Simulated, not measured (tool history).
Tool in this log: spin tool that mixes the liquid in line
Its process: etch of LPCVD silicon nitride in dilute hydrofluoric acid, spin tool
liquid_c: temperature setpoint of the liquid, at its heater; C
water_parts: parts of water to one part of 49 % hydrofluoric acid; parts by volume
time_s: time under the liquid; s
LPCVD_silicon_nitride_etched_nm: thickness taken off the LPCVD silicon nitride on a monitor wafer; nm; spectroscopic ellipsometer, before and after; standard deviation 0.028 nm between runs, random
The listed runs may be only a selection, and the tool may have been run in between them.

run	day	liquid_c	water_parts	time_s	LPCVD_silicon_nitride_etched_nm
1	0.000	22.0	95	280	1.2618
2	0.300	22.0	95	280	1.2144
3	0.438	22.0	65	280	1.8494
4	0.650	24.0	65	280	2.1437
5	0.733	24.0	65	300	2.0706
6	1.025	23.5	70	300	1.9278
7	1.275	23.0	75	300	1.9054
8	1.604	23.0	80	300	1.6561
9	1.704	23.0	80	300	1.6288
10	2.062	23.0	85	300	1.6062

Forecast run 11:
11	2.329	22.5	90	300	?

{"run 11": {"LPCVD_silicon_nitride_etched_nm": 1.4174}}
